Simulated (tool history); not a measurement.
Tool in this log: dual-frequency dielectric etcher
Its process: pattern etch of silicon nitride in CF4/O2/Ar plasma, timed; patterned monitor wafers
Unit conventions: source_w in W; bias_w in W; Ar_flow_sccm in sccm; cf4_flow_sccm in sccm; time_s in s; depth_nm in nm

run 1 hour=0 | source_w=630 bias_w=38 Ar_flow_sccm=72 cf4_flow_sccm=102 time_s=10.5 | depth_nm=23
run 2 hour=7.4 | source_w=590 bias_w=36 Ar_flow_sccm=73 cf4_flow_sccm=101 time_s=10.5 | depth_nm=21.404
run 3 hour=7.9 | source_w=590 bias_w=36 Ar_flow_sccm=73 cf4_flow_sccm=111 time_s=10.5 | depth_nm=21.81
run 4 hour=14.7 | source_w=550 bias_w=34 Ar_flow_sccm=74 cf4_flow_sccm=109 time_s=10.5 | depth_nm=19.874
run 5 hour=22.2 | source_w=550 bias_w=34 Ar_flow_sccm=82 cf4_flow_sccm=109 time_s=10.5 | depth_nm=19.727
run 6 hour=28.5 | source_w=520 bias_w=33 Ar_flow_sccm=83 cf4_flow_sccm=108 time_s=10.5 | depth_nm=18.472
run 7 hour=32.4 | source_w=490 bias_w=32 Ar_flow_sccm=83 cf4_flow_sccm=108 time_s=10.5 | depth_nm=17.249

Estimate the outcome of run 8 from the log above:
run 8 hour=39.3 | source_w=470 bias_w=32 Ar_flow_sccm=83 cf4_flow_sccm=108 time_s=10.5 | depth_nm=?

depth_nm: 16.509 nm
